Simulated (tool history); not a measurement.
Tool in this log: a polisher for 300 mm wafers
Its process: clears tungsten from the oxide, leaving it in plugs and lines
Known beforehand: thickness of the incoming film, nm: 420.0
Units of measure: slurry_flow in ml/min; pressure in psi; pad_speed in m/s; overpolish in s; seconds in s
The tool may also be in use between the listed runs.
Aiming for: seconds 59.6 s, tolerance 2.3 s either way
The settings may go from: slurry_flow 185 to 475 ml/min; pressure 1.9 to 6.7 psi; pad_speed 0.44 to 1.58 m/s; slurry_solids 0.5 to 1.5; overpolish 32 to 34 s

run	day	slurry_flow	pressure	pad_speed	slurry_solids	overpolish	seconds
1	0	305	4.3	1	1	32	73.332
2	0.171	305	4.5	1	1	32	69.31
3	0.208	305	4.5	0.74	1	32	83.752
4	0.442	305	4.5	0.74	0.8	32	87.01
5	0.746	305	4.5	0.74	0.8	34	87.814
6	0.971	305	4.8	0.74	0.8	34	81.759
7	1.304	305	5.1	0.74	0.8	34	76.807
8	1.633	305	5.3	0.74	0.8	34	74.637
9	1.946	305	5.5	0.74	0.8	34	73.053
10	2.046	305	5.7	0.74	0.8	34	69.81

Which single option among these 5 for the next run brings every result within its allowed miss of target? Just one does.
A	2.146	230	5.4	0.78	0.6	32	?
B	2.146	285	5	0.6	0.8	34	?
C	2.146	310	6	0.78	0.75	32	?
D	2.146	325	6.6	0.66	1.05	34	?
E	2.146	300	4.9	0.68	0.8	34	?

move	seconds
A	78.862
B	90.038
C	65.448
D	60.477
E	85.339
A: the biggest miss grows against the last run
B: the biggest miss grows against the last run
C: better than the last run, though not everything is in spec
D: each result inside its tolerance
E: the biggest miss grows against the last run
Move D is the one to make.
